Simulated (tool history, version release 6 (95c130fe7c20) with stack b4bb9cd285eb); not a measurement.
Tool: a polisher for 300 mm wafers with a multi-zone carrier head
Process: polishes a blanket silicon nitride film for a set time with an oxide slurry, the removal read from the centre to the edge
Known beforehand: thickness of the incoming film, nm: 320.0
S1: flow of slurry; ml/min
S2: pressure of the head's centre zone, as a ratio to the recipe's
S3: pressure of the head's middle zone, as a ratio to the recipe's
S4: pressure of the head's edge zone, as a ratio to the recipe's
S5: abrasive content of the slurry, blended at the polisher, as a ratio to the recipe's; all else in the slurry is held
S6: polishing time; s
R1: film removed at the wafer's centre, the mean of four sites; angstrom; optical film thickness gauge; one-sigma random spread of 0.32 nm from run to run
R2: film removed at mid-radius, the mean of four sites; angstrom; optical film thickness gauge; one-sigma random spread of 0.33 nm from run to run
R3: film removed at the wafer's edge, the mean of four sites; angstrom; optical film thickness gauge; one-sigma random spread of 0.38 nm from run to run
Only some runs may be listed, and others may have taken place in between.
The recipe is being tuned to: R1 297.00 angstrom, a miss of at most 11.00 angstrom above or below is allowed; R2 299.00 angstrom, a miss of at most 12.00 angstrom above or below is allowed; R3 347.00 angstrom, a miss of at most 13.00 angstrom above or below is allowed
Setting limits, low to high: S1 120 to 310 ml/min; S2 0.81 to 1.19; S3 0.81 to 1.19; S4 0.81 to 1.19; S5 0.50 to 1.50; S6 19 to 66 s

run,day,S1,S2,S3,S4,S5,S6,R1,R2,R3
1,0.000,200,1.00,1.00,1.00,1.00,42,212.41,204.81,208.43
2,0.142,170,1.00,1.00,1.00,1.00,42,207.18,192.38,206.46
3,0.254,165,0.99,1.01,1.02,1.05,43,207.08,209.87,213.73
4,0.312,165,0.92,1.01,1.02,1.05,43,195.60,204.27,216.00
5,0.429,165,0.92,0.99,1.03,1.10,44,196.88,208.08,222.79
6,0.788,165,0.99,0.99,1.03,1.10,44,217.52,209.92,224.84
7,0.988,170,0.94,0.98,1.13,1.35,53,268.84,274.26,300.07
8,1.217,175,0.94,0.97,1.14,1.35,53,265.60,272.08,309.66
9,1.542,185,0.94,0.97,1.15,1.35,53,269.92,274.24,312.72
10,1.758,195,0.94,0.97,1.16,1.35,53,278.29,275.76,316.78

Below are 5 possible settings for the next run. Only one of them brings all results inside the allowed miss of their targets. Which is it?
A,1.975,180,0.91,0.93,1.11,1.25,62,?,?,?
B,1.975,155,0.92,0.86,1.19,1.20,61,?,?,?
C,1.975,165,0.93,0.87,1.19,1.30,65,?,?,?
D,1.975,210,1.01,1.05,1.08,1.45,51,?,?,?
E,1.975,220,1.00,0.94,1.14,1.40,57,?,?,?

move,R1,R2,R3
A,298.38,307.21,350.23
B,282.86,271.06,344.93
C,318.17,303.93,381.69
D,295.50,302.05,304.24
E,325.31,305.92,347.62
A: each result inside its tolerance
B: brings the result that was furthest off to its target, and leaves another outside
C: moves the result that the last run missed by most past its target, out the other side
D: its largest miss is bigger than the last run's
E: brings the result that was furthest off to its target, and leaves another outside
A meets every target.

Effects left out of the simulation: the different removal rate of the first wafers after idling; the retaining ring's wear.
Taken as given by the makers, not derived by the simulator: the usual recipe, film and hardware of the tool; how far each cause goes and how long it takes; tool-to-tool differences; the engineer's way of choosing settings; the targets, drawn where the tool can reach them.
